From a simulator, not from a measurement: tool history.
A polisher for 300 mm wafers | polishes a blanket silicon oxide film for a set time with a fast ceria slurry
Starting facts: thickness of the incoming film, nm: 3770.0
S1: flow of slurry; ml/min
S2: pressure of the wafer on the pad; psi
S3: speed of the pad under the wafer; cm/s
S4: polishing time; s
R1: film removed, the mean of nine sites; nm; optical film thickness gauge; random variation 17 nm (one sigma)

Run 1, day 0.000: S1 185 ml/min, S2 2.1 psi, S3 78 cm/s, S4 111 s. Result: R1 835.80 nm.
Run 2, day 0.200: S1 185 ml/min, S2 2.3 psi, S3 78 cm/s, S4 111 s. Result: R1 912.87 nm.
Run 3, day 0.250: S1 185 ml/min, S2 2.5 psi, S3 78 cm/s, S4 111 s. Result: R1 976.77 nm.
Run 4, day 0.371: S1 185 ml/min, S2 2.6 psi, S3 78 cm/s, S4 111 s. Result: R1 1017.20 nm.
Run 5, day 0.471: S1 150 ml/min, S2 2.6 psi, S3 78 cm/s, S4 111 s. Result: R1 989.50 nm.
Run 6, day 0.496: S1 110 ml/min, S2 2.6 psi, S3 78 cm/s, S4 111 s. Result: R1 937.48 nm.

Expected results for the next run?
Run 7, day 0.738: S1 160 ml/min, S2 3.2 psi, S3 80 cm/s, S4 111 s. Result: R1 ?.

Run 7 yielded R1 1244.40 nm.

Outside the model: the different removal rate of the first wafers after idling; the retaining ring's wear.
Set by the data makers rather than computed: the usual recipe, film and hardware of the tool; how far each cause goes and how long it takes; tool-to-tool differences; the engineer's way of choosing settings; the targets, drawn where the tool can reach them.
